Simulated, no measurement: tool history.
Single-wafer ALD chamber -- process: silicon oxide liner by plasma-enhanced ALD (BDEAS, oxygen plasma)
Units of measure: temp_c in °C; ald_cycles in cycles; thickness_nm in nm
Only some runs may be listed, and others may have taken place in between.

| run | hour | temp_c | ald_cycles | thickness_nm |
|---|---|---|---|---|
| 1 | 0 | 325 | 49 | 4.2496 |
| 2 | 5.1 | 325 | 50 | 4.3264 |
| 3 | 13.6 | 325 | 51 | 4.4228 |
| 4 | 19.2 | 325 | 52 | 4.5277 |
| 5 | 24.1 | 325 | 48 | 4.1609 |
| 6 | 27.6 | 325 | 49 | 4.2493 |

Run 7, settings as shown, results not yet in. Your forecast:
| 7 | 29.5 | 325 | 50 | ? |

Logged for run 7: thickness_nm 4.3369 nm.

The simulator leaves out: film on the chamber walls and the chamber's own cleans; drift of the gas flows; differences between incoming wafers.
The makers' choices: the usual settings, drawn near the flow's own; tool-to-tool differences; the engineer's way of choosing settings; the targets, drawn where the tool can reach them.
